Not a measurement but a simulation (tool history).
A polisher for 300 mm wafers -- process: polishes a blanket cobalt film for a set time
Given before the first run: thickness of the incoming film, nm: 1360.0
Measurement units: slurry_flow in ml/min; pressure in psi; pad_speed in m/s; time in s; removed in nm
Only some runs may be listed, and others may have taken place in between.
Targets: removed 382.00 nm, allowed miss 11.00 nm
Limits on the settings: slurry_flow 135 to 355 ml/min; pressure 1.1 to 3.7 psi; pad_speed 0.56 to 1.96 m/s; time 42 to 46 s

run,hour,slurry_flow,pressure,pad_speed,time,removed
1,0.0,225,2.4,1.26,46,319.29
2,0.9,260,2.4,1.26,46,328.65
3,2.5,265,2.4,1.26,46,323.71
4,9.0,265,2.5,1.26,46,341.98
5,17.5,265,2.0,1.26,46,274.83
6,21.8,300,2.0,1.26,46,275.56
7,24.0,300,2.1,1.26,46,289.53
8,30.4,300,2.2,1.26,46,304.71
9,31.2,300,2.3,1.26,46,317.54
10,39.4,300,2.4,1.26,46,327.08
11,44.1,300,2.5,1.26,46,347.74
12,50.3,305,2.6,1.26,46,362.00

Consider the 5 candidate settings below. Which is the only one whose results all fall within their allowed miss of target?
A,56.5,260,2.5,1.22,46,?
B,56.5,265,2.4,1.36,44,?
C,56.5,285,2.4,1.64,44,?
D,56.5,295,2.8,1.12,44,?
E,56.5,270,2.8,1.26,46,?

move,removed
A,334.30
B,342.07
C,412.99
D,332.08
E,386.34
A: misses by more than the last run did
B: misses by more than the last run did
C: moves the result that the last run missed by most past its target, out the other side
D: misses by more than the last run did
E: all results land within tolerance of their targets
E meets every target.

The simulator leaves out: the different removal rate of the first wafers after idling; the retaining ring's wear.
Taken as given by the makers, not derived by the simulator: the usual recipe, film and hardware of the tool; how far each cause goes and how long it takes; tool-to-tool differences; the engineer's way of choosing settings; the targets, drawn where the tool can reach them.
